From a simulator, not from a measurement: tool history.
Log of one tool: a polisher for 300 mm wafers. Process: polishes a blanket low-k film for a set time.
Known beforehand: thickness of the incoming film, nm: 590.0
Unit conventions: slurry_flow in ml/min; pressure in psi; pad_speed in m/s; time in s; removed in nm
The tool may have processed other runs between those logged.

run	day	slurry_flow	pressure	pad_speed	slurry_solids	time	removed
1	0.000	290	1.5	1.00	1.0	110	42.654
2	0.250	230	1.5	1.00	1.0	110	42.243
3	0.400	230	1.5	1.00	1.0	110	41.370
4	0.625	230	1.3	1.00	1.0	110	36.147
5	0.808	230	1.4	1.00	1.0	110	38.982
6	0.838	230	1.5	1.00	1.0	110	41.028
7	1.017	230	1.5	1.00	1.0	110	41.276
8	1.325	230	1.6	1.00	1.0	110	43.428
9	1.646	235	1.7	1.00	1.0	110	47.111

Predict the results of run 10:
10	1.954	240	1.8	1.00	1.0	110	?

{"run 10": {"removed": 49.514}}
